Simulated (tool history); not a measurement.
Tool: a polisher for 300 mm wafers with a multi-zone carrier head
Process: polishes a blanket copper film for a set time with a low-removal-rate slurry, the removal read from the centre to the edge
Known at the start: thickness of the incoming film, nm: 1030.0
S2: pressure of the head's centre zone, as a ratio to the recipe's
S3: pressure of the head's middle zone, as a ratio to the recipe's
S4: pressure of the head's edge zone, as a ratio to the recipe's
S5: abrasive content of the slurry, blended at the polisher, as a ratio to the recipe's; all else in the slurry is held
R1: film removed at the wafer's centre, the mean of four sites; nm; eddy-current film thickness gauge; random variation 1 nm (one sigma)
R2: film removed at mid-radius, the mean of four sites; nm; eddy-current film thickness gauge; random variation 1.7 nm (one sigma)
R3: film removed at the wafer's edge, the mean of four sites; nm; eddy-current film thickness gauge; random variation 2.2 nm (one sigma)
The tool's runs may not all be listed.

run 1 hour=0.0 | flow_of_slurry_(ml/min)=155 S2=1.00 S3=1.00 S4=1.00 S5=1.00 polishing_time_(s)=33 | R1=121.31 R2=121.30 R3=122.94
run 2 hour=7.6 | flow_of_slurry_(ml/min)=155 S2=1.00 S3=1.00 S4=1.07 S5=1.00 polishing_time_(s)=33 | R1=120.41 R2=120.61 R3=124.68
run 3 hour=11.4 | flow_of_slurry_(ml/min)=160 S2=1.02 S3=1.00 S4=1.08 S5=1.10 polishing_time_(s)=33 | R1=127.38 R2=126.28 R3=131.35
run 4 hour=13.4 | flow_of_slurry_(ml/min)=160 S2=1.02 S3=1.00 S4=1.14 S5=1.10 polishing_time_(s)=33 | R1=127.29 R2=124.98 R3=134.28
run 5 hour=16.2 | flow_of_slurry_(ml/min)=160 S2=1.02 S3=1.00 S4=1.14 S5=1.10 polishing_time_(s)=29 | R1=111.87 R2=109.52 R3=121.33
run 6 hour=21.0 | flow_of_slurry_(ml/min)=170 S2=1.05 S3=1.01 S4=1.15 S5=1.15 polishing_time_(s)=29 | R1=115.98 R2=111.07 R3=121.48
run 7 hour=29.3 | flow_of_slurry_(ml/min)=175 S2=1.07 S3=1.02 S4=1.15 S5=1.20 polishing_time_(s)=30 | R1=125.10 R2=118.86 R3=126.74

Run 8 comes next. What will it give?
run 8 hour=32.9 | flow_of_slurry_(ml/min)=180 S2=1.08 S3=1.02 S4=1.16 S5=1.25 polishing_time_(s)=31 | R1=? R2=? R3=?

R1: 132.77 nm
R2: 126.16 nm
R3: 135.43 nm
